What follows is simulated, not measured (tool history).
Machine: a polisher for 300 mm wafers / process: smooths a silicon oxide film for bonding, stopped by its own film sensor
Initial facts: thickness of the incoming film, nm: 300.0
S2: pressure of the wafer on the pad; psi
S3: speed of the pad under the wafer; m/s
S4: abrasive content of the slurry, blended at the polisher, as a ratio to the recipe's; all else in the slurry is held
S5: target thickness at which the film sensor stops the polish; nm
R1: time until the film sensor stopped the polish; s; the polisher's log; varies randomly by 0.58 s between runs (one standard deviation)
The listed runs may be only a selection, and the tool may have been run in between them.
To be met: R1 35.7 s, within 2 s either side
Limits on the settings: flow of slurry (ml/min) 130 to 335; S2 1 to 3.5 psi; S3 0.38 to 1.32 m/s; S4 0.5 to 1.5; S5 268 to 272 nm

run 1 hour=0 | flow_of_slurry_(ml/min)=215 S2=2.2 S3=0.84 S4=1 S5=268 | R1=47.996
run 2 hour=5.8 | flow_of_slurry_(ml/min)=215 S2=2.3 S3=0.84 S4=1 S5=268 | R1=46.047
run 3 hour=8.9 | flow_of_slurry_(ml/min)=215 S2=2.3 S3=0.66 S4=1 S5=268 | R1=57.655
run 4 hour=17.7 | flow_of_slurry_(ml/min)=215 S2=2.3 S3=0.76 S4=1 S5=268 | R1=51.735
run 5 hour=26.4 | flow_of_slurry_(ml/min)=215 S2=2.5 S3=0.76 S4=1 S5=268 | R1=48.27
run 6 hour=28 | flow_of_slurry_(ml/min)=215 S2=2.7 S3=0.78 S4=1 S5=268 | R1=45.177
run 7 hour=30.8 | flow_of_slurry_(ml/min)=215 S2=2.8 S3=0.8 S4=1 S5=268 | R1=42.878
run 8 hour=39 | flow_of_slurry_(ml/min)=215 S2=2.9 S3=0.8 S4=1 S5=268 | R1=41.44
run 9 hour=41.7 | flow_of_slurry_(ml/min)=215 S2=3 S3=0.8 S4=1 S5=268 | R1=39.062
run 10 hour=46.4 | flow_of_slurry_(ml/min)=215 S2=3.1 S3=0.8 S4=1 S5=268 | R1=38.602
run 11 hour=53.5 | flow_of_slurry_(ml/min)=215 S2=3.2 S3=0.8 S4=1 S5=268 | R1=37.405

Pick the move, out of 5, that brings all results within their allowed miss; only one does.
run A hour=60.6 | flow_of_slurry_(ml/min)=170 S2=3.4 S3=0.62 S4=1.2 S5=268 | R1=?
run B hour=60.6 | flow_of_slurry_(ml/min)=245 S2=3.2 S3=0.78 S4=0.85 S5=269 | R1=?
run C hour=60.6 | flow_of_slurry_(ml/min)=240 S2=3.2 S3=0.78 S4=0.9 S5=268 | R1=?
run D hour=60.6 | flow_of_slurry_(ml/min)=300 S2=3.5 S3=0.74 S4=0.8 S5=271 | R1=?
run E hour=60.6 | flow_of_slurry_(ml/min)=280 S2=3.3 S3=0.68 S4=0.75 S5=271 | R1=?

move=A R1=41.534
move=B R1=39.091
move=C R1=39.384
move=D R1=35.76
move=E R1=41.711
A: moves away from the targets compared with the last run
B: moves away from the targets compared with the last run
C: moves away from the targets compared with the last run
D: meets every target
E: moves away from the targets compared with the last run
Correct choice: D, which meets every target

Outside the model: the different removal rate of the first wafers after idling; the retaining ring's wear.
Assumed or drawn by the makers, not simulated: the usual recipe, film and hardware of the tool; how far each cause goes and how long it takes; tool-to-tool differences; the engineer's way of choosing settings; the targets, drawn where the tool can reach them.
